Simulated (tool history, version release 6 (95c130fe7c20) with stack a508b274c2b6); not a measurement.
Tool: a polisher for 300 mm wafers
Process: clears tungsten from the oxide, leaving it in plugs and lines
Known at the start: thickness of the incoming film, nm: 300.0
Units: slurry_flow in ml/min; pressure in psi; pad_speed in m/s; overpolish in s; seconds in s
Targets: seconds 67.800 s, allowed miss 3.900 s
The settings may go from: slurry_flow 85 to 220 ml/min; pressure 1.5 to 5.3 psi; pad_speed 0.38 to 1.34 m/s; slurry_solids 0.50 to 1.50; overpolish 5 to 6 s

run 1 day=0.000 | slurry_flow=140 pressure=3.4 pad_speed=0.86 slurry_solids=1.00 overpolish=6 | seconds=91.403
run 2 day=0.179 | slurry_flow=155 pressure=3.4 pad_speed=0.86 slurry_solids=1.00 overpolish=6 | seconds=91.804
run 3 day=0.458 | slurry_flow=155 pressure=4.1 pad_speed=0.86 slurry_solids=1.00 overpolish=6 | seconds=75.038
run 4 day=0.700 | slurry_flow=155 pressure=4.2 pad_speed=0.86 slurry_solids=1.00 overpolish=6 | seconds=75.332
run 5 day=0.929 | slurry_flow=155 pressure=4.2 pad_speed=0.86 slurry_solids=0.90 overpolish=6 | seconds=75.900
run 6 day=1.058 | slurry_flow=155 pressure=4.3 pad_speed=0.86 slurry_solids=0.90 overpolish=6 | seconds=77.248
run 7 day=1.192 | slurry_flow=155 pressure=4.4 pad_speed=0.86 slurry_solids=0.90 overpolish=6 | seconds=73.214
run 8 day=1.471 | slurry_flow=155 pressure=4.5 pad_speed=0.86 slurry_solids=0.90 overpolish=6 | seconds=71.208

Which of these 4 next moves meets every target?
run A day=1.750 | slurry_flow=150 pressure=4.1 pad_speed=1.04 slurry_solids=1.00 overpolish=6 | seconds=?
run B day=1.750 | slurry_flow=165 pressure=4.3 pad_speed=0.86 slurry_solids=0.90 overpolish=6 | seconds=?
run C day=1.750 | slurry_flow=120 pressure=4.6 pad_speed=0.80 slurry_solids=0.95 overpolish=5 | seconds=?
run D day=1.750 | slurry_flow=160 pressure=4.5 pad_speed=0.80 slurry_solids=0.80 overpolish=5 | seconds=?

move=A seconds=70.205
move=B seconds=76.126
move=C seconds=78.344
move=D seconds=78.489
A: meets every target
B: further off than the last run
C: further off than the last run
D: further off than the last run
Answer: A
